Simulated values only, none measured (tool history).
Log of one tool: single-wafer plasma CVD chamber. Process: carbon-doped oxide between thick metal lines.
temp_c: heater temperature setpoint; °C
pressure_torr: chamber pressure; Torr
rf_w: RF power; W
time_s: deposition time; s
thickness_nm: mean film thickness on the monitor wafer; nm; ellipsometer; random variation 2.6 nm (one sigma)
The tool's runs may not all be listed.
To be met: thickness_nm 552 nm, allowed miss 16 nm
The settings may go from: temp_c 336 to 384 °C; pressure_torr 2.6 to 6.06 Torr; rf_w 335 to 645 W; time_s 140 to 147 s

run	hour	temp_c	pressure_torr	rf_w	time_s	thickness_nm
1	0	360	4.33	490	147	706.25
2	5.7	360	4.97	490	147	716.54
3	13.8	362	4.88	450	145	661.59
4	14.7	363	4.83	425	144	623.11
5	17.9	373	4.83	425	144	607.74
6	19.6	374	4.78	410	144	584.21
7	23.5	375	4.72	405	144	571.94
8	28.1	376	4.66	405	144	577.07
9	35.7	376	4.65	370	142	518.15
10	39.8	376	4.79	375	142	526.17
11	43.2	376	4.82	380	142	535.8

4 next moves are on the table. One of them brings every result within its allowed miss. Which?
A	46.6	376	4.25	365	143	?
B	46.6	383	4.29	390	146	?
C	46.6	378	3.8	380	141	?
D	46.6	384	4.48	355	147	?

move	thickness_nm
A	512.12
B	549.1
C	516.71
D	507.2
A: further off than the last run
B: meets every target
C: further off than the last run
D: further off than the last run
The right move is B.

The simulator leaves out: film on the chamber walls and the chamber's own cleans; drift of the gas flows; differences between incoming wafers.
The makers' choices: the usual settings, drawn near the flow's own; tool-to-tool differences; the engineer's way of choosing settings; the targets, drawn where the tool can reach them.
